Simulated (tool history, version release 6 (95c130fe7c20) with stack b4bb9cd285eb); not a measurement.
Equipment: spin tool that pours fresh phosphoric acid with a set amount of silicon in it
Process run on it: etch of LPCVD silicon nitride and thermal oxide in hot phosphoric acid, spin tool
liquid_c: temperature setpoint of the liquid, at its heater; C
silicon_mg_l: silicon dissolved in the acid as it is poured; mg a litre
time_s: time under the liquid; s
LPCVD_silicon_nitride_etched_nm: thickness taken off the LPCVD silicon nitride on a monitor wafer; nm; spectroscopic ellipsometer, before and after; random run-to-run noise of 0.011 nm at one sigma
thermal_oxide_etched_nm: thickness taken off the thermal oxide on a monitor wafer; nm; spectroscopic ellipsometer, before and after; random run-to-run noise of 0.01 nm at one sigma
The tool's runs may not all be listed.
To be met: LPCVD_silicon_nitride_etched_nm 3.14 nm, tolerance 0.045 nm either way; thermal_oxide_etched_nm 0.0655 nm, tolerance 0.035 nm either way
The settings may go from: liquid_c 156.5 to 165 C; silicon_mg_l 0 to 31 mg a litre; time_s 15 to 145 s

| run | hour | liquid_c | silicon_mg_l | time_s | LPCVD_silicon_nitride_etched_nm | thermal_oxide_etched_nm |
|---|---|---|---|---|---|---|
| 1 | 0 | 160 | 13.5 | 75 | 6.3319 | 0.13733 |
| 2 | 5.5 | 160 | 9.5 | 75 | 6.3129 | 0.14373 |
| 3 | 13.7 | 160 | 9.5 | 100 | 8.3762 | 0.21262 |
| 4 | 21.1 | 159.5 | 8 | 85 | 7.0106 | 0.17011 |
| 5 | 29.5 | 159.5 | 8 | 115 | 9.5047 | 0.21418 |
| 6 | 30.1 | 159 | 8 | 95 | 7.7472 | 0.2202 |
| 7 | 33.1 | 158.5 | 11.5 | 80 | 6.3605 | 0.16193 |
| 8 | 34 | 158 | 13.5 | 70 | 5.5234 | 0.086738 |
| 9 | 36.8 | 158 | 11.5 | 60 | 4.6864 | 0.10585 |
| 10 | 44.4 | 157.5 | 11.5 | 55 | 4.2657 | 0.083502 |
| 11 | 51.9 | 156.5 | 4 | 30 | 2.2402 | 0.060471 |
| 12 | 59.5 | 157.5 | 4.5 | 30 | 2.3131 | 0.061747 |
| 13 | 68.1 | 159 | 5.5 | 30 | 2.4413 | 0.051733 |
| 14 | 69.5 | 159.5 | 7 | 30 | 2.4658 | 0.061807 |
| 15 | 78.5 | 160 | 9.5 | 30 | 2.5363 | 0.052609 |
| 16 | 83.6 | 160 | 12 | 30 | 2.5012 | 0.068793 |
| 17 | 85.2 | 159.5 | 15.5 | 30 | 2.4582 | 0.067597 |
| 18 | 87.9 | 159 | 14.5 | 35 | 2.8357 | 0.070588 |
| 19 | 91.1 | 158.5 | 17 | 35 | 2.7912 | 0.061457 |
| 20 | 93.2 | 158.5 | 19 | 35 | 2.7908 | 0.051549 |
| 21 | 98.2 | 161 | 19 | 35 | 3.0277 | 0.077189 |
| 22 | 99.6 | 161 | 20 | 35 | 3.0449 | 0.058751 |
| 23 | 102.8 | 161.5 | 20 | 35 | 3.1017 | 0.0717 |
| 24 | 107.9 | 161.5 | 20.5 | 35 | 3.0981 | 0.079318 |
| 25 | 116 | 161.5 | 21.5 | 35 | 3.1014 | 0.059456 |

Of the 4 settings listed for the next run, only one would bring every result within its allowed miss of target. Which one?
| A | 124.1 | 161 | 31 | 35 | ? | ? |
| B | 124.1 | 162 | 23.5 | 35 | ? | ? |
| C | 124.1 | 161 | 23 | 35 | ? | ? |
| D | 124.1 | 157 | 31 | 40 | ? | ? |

| move | LPCVD_silicon_nitride_etched_nm | thermal_oxide_etched_nm |
|---|---|---|
| A | 3.0563 | 0.045367 |
| B | 3.1599 | 0.064091 |
| C | 3.0563 | 0.06049 |
| D | 3.0519 | 0.038496 |
A: lands further from the targets than the last run did
B: all results land within tolerance of their targets
C: lands further from the targets than the last run did
D: lands further from the targets than the last run did
The move that meets every target is B.
